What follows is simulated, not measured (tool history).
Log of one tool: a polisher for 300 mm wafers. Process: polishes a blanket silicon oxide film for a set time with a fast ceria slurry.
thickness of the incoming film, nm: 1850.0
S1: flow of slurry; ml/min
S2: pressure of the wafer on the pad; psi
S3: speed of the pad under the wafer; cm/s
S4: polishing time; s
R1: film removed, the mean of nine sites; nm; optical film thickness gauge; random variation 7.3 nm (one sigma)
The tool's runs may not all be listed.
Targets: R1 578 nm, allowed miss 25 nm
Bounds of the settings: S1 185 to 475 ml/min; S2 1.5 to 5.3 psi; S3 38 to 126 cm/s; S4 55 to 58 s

run,day,S1,S2,S3,S4,R1
1,0,305,3.4,82,55,899.9
2,0.325,305,3.4,94,55,1027
3,0.629,265,3.4,94,55,1006.3
4,0.696,265,2.9,94,55,872.68
5,0.962,265,2.5,94,55,728.98
6,1.212,265,2.5,104,55,832
7,1.421,265,2.2,104,55,724.4
8,1.696,265,2,104,55,662.62
9,2.029,265,1.9,104,55,639.07
10,2.112,265,1.8,104,55,612.24

5 next moves are on the table. One of them brings every result within its allowed miss. Which?
A,2.196,225,2,96,56,?
B,2.196,285,2.6,78,58,?
C,2.196,265,1.7,104,55,?
D,2.196,295,1.9,102,58,?
E,2.196,270,1.8,108,55,?

move,R1
A,621.25
B,690.93
C,580.35
D,672.5
E,635.7
A: further off than the last run
B: further off than the last run
C: meets every target
D: further off than the last run
E: further off than the last run
The right move is C.
